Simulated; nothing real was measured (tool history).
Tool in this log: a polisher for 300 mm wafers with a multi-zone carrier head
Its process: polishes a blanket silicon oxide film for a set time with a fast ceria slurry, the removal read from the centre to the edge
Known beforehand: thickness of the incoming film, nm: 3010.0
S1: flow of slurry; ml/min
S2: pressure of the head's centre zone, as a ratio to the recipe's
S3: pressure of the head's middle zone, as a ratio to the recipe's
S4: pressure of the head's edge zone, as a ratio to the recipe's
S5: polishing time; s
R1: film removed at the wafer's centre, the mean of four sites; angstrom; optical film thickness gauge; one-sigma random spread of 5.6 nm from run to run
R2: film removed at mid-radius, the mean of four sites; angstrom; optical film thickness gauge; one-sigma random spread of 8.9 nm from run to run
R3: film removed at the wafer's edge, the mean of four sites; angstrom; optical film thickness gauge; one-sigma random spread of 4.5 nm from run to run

run,hour,S1,S2,S3,S4,S5,R1,R2,R3
1,0.0,165,1.00,1.00,1.00,56,6098.0,5647.5,5653.5
2,2.2,180,0.99,1.05,1.00,56,6131.0,5983.3,5677.3
3,8.2,180,0.99,0.99,1.00,56,6087.9,5686.8,5736.5
4,10.3,180,0.99,0.99,1.04,56,6125.5,5749.0,5853.1
5,13.1,180,0.99,0.93,1.04,56,6185.2,5418.0,5872.1
6,15.3,180,1.03,0.93,1.04,56,6392.6,5451.2,5827.1
7,15.9,195,1.02,1.00,1.04,56,6460.8,5719.8,5768.7
8,19.9,195,1.00,1.05,1.03,57,6431.6,6030.8,5821.9

Run 9 is up next; what results do you expect?
9,28.9,195,0.98,1.09,1.02,58,?,?,?

R1: 6377.4 angstrom
R2: 6420.1 angstrom
R3: 6030.5 angstrom
